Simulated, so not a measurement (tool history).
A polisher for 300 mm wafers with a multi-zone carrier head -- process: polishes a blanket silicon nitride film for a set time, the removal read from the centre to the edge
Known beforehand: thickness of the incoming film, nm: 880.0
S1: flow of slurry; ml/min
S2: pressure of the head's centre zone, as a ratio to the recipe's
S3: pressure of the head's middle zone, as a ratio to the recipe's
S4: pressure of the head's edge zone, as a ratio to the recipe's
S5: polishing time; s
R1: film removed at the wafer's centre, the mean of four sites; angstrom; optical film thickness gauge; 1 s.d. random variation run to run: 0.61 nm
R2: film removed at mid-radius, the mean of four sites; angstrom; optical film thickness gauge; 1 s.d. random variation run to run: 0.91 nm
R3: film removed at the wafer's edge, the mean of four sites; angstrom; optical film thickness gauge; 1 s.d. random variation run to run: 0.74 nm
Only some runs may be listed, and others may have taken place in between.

{"run": 1, "hour": 0.0, "S1": 295, "S2": 1.0, "S3": 1.0, "S4": 1.0, "S5": 44, "R1": 665.67, "R2": 670.32, "R3": 666.97}
{"run": 2, "hour": 7.7, "S1": 295, "S2": 1.0, "S3": 1.0, "S4": 1.0, "S5": 51, "R1": 764.87, "R2": 769.31, "R3": 776.55}
{"run": 3, "hour": 13.1, "S1": 295, "S2": 1.04, "S3": 1.0, "S4": 1.0, "S5": 51, "R1": 796.36, "R2": 769.19, "R3": 780.26}
{"run": 4, "hour": 20.1, "S1": 295, "S2": 1.04, "S3": 1.01, "S4": 0.97, "S5": 51, "R1": 799.51, "R2": 760.95, "R3": 763.15}
{"run": 5, "hour": 28.6, "S1": 295, "S2": 1.04, "S3": 1.01, "S4": 0.94, "S5": 51, "R1": 793.42, "R2": 761.13, "R3": 768.12}
{"run": 6, "hour": 31.5, "S1": 295, "S2": 1.05, "S3": 1.04, "S4": 0.93, "S5": 50, "R1": 780.63, "R2": 781.54, "R3": 727.46}
{"run": 7, "hour": 33.1, "S1": 290, "S2": 1.05, "S3": 1.05, "S4": 0.92, "S5": 50, "R1": 786.42, "R2": 778.23, "R3": 735.33}
{"run": 8, "hour": 38.7, "S1": 290, "S2": 1.05, "S3": 1.05, "S4": 0.92, "S5": 50, "R1": 778.75, "R2": 765.96, "R3": 720.82}
{"run": 9, "hour": 40.7, "S1": 285, "S2": 1.05, "S3": 1.06, "S4": 0.91, "S5": 50, "R1": 765.82, "R2": 780.13, "R3": 713.93}
{"run": 10, "hour": 46.5, "S1": 280, "S2": 1.05, "S3": 1.07, "S4": 0.9, "S5": 50, "R1": 775.02, "R2": 788.27, "R3": 723.56}

What will run 11 give?
{"run": 11, "hour": 55.0, "S1": 285, "S2": 1.05, "S3": 1.08, "S4": 0.89, "S5": 50, "R1": "?", "R2": "?", "R3": "?"}

Run 11 came out at R1 765.91 angstrom, R2 789.42 angstrom, R3 721.51 angstrom.
